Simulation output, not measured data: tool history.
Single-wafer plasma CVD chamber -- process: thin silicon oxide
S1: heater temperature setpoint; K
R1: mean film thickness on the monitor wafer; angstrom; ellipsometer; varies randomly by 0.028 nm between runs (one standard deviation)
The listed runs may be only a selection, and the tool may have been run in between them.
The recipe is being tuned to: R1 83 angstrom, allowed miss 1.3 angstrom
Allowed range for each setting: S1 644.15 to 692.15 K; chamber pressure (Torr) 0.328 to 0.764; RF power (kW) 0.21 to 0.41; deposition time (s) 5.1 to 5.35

run 1 day=0 | S1=668.15 chamber_pressure_(Torr)=0.546 RF_power_(kW)=0.31 deposition_time_(s)=5.35 | R1=72.667
run 2 day=0.192 | S1=668.15 chamber_pressure_(Torr)=0.581 RF_power_(kW)=0.31 deposition_time_(s)=5.35 | R1=76.754
run 3 day=0.504 | S1=668.15 chamber_pressure_(Torr)=0.586 RF_power_(kW)=0.31 deposition_time_(s)=5.35 | R1=77.331
run 4 day=0.875 | S1=668.15 chamber_pressure_(Torr)=0.586 RF_power_(kW)=0.33 deposition_time_(s)=5.35 | R1=78.942
run 5 day=1.15 | S1=668.15 chamber_pressure_(Torr)=0.589 RF_power_(kW)=0.33 deposition_time_(s)=5.35 | R1=79.554
run 6 day=1.467 | S1=668.15 chamber_pressure_(Torr)=0.589 RF_power_(kW)=0.29 deposition_time_(s)=5.35 | R1=76.311
run 7 day=1.692 | S1=668.15 chamber_pressure_(Torr)=0.594 RF_power_(kW)=0.29 deposition_time_(s)=5.35 | R1=76.595
run 8 day=1.883 | S1=668.15 chamber_pressure_(Torr)=0.641 RF_power_(kW)=0.29 deposition_time_(s)=5.35 | R1=81.616

Exercise: of the 5 proposed moves below, exactly one satisfies all targets within the stated allowed misses. Which move is it?
run A day=2.075 | S1=664.15 chamber_pressure_(Torr)=0.623 RF_power_(kW)=0.3 deposition_time_(s)=5.24 | R1=?
run B day=2.075 | S1=665.15 chamber_pressure_(Torr)=0.647 RF_power_(kW)=0.29 deposition_time_(s)=5.35 | R1=?
run C day=2.075 | S1=667.15 chamber_pressure_(Torr)=0.644 RF_power_(kW)=0.31 deposition_time_(s)=5.1 | R1=?
run D day=2.075 | S1=675.15 chamber_pressure_(Torr)=0.634 RF_power_(kW)=0.325 deposition_time_(s)=5.1 | R1=?
run E day=2.075 | S1=666.15 chamber_pressure_(Torr)=0.623 RF_power_(kW)=0.295 deposition_time_(s)=5.35 | R1=?

move=A R1=79.458
move=B R1=82.692
move=C R1=80.363
move=D R1=80.156
move=E R1=80.484
A: further off than the last run
B: meets every target
C: further off than the last run
D: further off than the last run
E: further off than the last run
The move that meets every target is B.
